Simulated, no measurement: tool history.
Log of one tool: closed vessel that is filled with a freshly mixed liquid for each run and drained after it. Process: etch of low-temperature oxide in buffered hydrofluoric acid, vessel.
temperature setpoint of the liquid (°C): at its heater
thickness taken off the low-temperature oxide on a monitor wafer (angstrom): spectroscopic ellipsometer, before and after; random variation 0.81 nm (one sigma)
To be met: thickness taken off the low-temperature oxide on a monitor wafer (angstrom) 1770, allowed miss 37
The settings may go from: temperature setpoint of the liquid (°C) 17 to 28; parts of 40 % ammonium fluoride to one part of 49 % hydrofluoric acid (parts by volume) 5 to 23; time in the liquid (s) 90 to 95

run  hour  temperature setpoint of the liquid (°C)  parts of 40 % ammonium fluoride to one part of 49 % hydrofluoric acid (parts by volume)  time in the liquid (s)  thickness taken off the low-temperature oxide on a monitor wafer (angstrom)
  1     0                                       20                                                                                       14                      90                                                                       1111.9
  2   4.7                                       20                                                                                       14                      95                                                                         1176
  3   6.5                                       20                                                                                     10.5                      95                                                                       1550.7
  4  11.2                                     20.5                                                                                     10.5                      95                                                                         1593
  5  15.8                                     20.5                                                                                        8                      95                                                                       2030.3
  6  17.4                                       23                                                                                        8                      95                                                                       2323.8
  7  20.4                                     21.5                                                                                        8                      95                                                                       2172.6
  8  28.3                                     20.5                                                                                        8                      95                                                                       2034.5
  9  33.3                                       20                                                                                        8                      95                                                                       1958.1

Which of these 4 next moves meets every target?
  A  38.3                                       21                                                                                      7.5                      90                                                                            ?
  B  38.3                                     24.5                                                                                        9                      90                                                                            ?
  C  38.3                                       19                                                                                        8                      90                                                                            ?
  D  38.3                                       21                                                                                      7.5                      95                                                                            ?

move  thickness taken off the low-temperature oxide on a monitor wafer (angstrom)
   A                                                                       2119.8
   B                                                                       2113.9
   C                                                                       1764.8
   D                                                                       2237.6
A: further off than the last run
B: further off than the last run
C: meets every target
D: further off than the last run
The right move is C.

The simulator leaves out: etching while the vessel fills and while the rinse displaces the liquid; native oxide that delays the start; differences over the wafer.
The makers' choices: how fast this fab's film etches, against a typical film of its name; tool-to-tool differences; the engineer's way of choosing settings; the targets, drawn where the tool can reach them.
